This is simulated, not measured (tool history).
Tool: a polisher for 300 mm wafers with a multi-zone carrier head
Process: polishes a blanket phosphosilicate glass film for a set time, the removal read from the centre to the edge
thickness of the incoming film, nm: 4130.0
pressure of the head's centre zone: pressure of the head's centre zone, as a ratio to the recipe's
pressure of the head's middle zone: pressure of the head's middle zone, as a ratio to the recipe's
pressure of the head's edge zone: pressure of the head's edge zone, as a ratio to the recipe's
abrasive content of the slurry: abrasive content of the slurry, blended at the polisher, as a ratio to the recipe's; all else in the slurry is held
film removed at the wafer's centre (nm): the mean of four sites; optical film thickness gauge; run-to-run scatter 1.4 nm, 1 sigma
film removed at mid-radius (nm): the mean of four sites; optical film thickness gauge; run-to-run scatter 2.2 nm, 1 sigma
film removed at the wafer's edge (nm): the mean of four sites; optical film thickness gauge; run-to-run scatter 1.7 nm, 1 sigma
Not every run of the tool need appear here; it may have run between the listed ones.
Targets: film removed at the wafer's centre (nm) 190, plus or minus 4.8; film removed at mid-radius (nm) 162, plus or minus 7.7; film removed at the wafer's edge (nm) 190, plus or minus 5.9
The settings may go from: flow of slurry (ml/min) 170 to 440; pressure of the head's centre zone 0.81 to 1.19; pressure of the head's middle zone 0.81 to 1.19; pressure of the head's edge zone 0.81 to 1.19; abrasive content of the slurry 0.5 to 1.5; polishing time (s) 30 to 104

run  hour  flow of slurry (ml/min)  pressure of the head's centre zone  pressure of the head's middle zone  pressure of the head's edge zone  abrasive content of the slurry  polishing time (s)  film removed at the wafer's centre (nm)  film removed at mid-radius (nm)  film removed at the wafer's edge (nm)
  1     0                      280                                   1                                   1                                 1                               1                  67                                    383.4                           375.28                                 388.25
  2   3.1                      280                                   1                                   1                                 1                             0.9                  67                                      371                           366.03                                 370.36
  3   4.6                      265                                   1                                0.94                              1.01                            0.75                  57                                   295.44                           278.67                                 292.22
  4   5.1                      265                                   1                                0.94                              1.01                            0.75                  46                                   235.32                           223.69                                 237.94
  5  12.8                      265                                   1                                0.94                              1.01                            0.85                  46                                   244.59                           239.19                                 245.69
  6  16.6                      265                                   1                                0.94                              1.01                            0.85                  54                                   288.36                           276.04                                 292.09
  7  21.2                      265                                1.01                                 0.9                              1.03                            0.75                  48                                   246.47                            225.1                                 254.46
  8  25.8                      270                                1.01                                0.88                              1.02                            0.65                  45                                   220.53                           194.31                                 221.21
  9  29.8                      270                                   1                                0.86                                 1                             0.6                  45                                   214.91                           187.63                                 212.51
 10  36.4                      270                                0.99                                0.85                                 1                            0.55                  44                                   198.86                           177.11                                 201.82
 11  39.9                      265                                0.99                                0.84                                 1                            0.55                  44                                   196.86                           175.35                                 202.45
 12  42.3                      260                                   1                                0.83                              0.99                            0.55                  44                                   199.19                            171.6                                 199.48
 13  44.4                      260                                   1                                0.83                              0.99                            0.55                  44                                   200.47                           175.41                                 202.03
 14  45.8                      270                                   1                                0.82                              0.99                            0.55                  43                                   193.31                           165.82                                 194.66
 15  50.3                      270                                   1                                0.81                              0.98                            0.55                  43                                   196.63                           164.57                                 193.02
 16  54.7                      265                                   1                                0.81                              0.98                            0.55                  43                                   195.69                           165.95                                 191.19

Exactly one of the 4 candidate moves below puts every result within its allowed miss. Which one?
  A  59.1                      255                                1.11                                0.81                              1.15                             0.5                  41                                        ?                                ?                                      ?
  B  59.1                      270                                   1                                0.85                              0.94                             0.7                  40                                        ?                                ?                                      ?
  C  59.1                      275                                1.01                                0.83                                 1                            0.55                  41                                        ?                                ?                                      ?
  D  59.1                      235                                1.07                                0.81                              0.96                            0.55                  43                                        ?                                ?                                      ?

move  film removed at the wafer's centre (nm)  film removed at mid-radius (nm)  film removed at the wafer's edge (nm)
   A                                   199.43                           150.05                                 193.41
   B                                   200.94                           174.31                                 195.38
   C                                   190.06                            160.2                                 188.36
   D                                   206.54                           161.51                                 190.82
A: its largest miss is bigger than the last run's
B: its largest miss is bigger than the last run's
C: all results land within tolerance of their targets
D: its largest miss is bigger than the last run's
The right move is C.
